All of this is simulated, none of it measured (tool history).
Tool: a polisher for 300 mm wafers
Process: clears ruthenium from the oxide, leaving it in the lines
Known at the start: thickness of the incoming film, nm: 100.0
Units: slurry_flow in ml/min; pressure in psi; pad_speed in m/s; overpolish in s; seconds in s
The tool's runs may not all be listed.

| run | hour | slurry_flow | pressure | pad_speed | overpolish | seconds |
|---|---|---|---|---|---|---|
| 1 | 0 | 250 | 2.6 | 0.8 | 38 | 81.749 |
| 2 | 6.2 | 250 | 2.6 | 0.92 | 38 | 71.037 |
| 3 | 8.7 | 250 | 2.2 | 0.9 | 38 | 82.551 |
| 4 | 11.3 | 250 | 1.9 | 0.86 | 38 | 102.45 |
| 5 | 14.3 | 250 | 1.7 | 0.86 | 38 | 113.09 |
| 6 | 15.1 | 275 | 1.7 | 0.86 | 38 | 111.43 |

The next listed run, before its measurement:
| 7 | 16.7 | 275 | 1.6 | 0.86 | 38 | ? |

seconds: 117.04 s
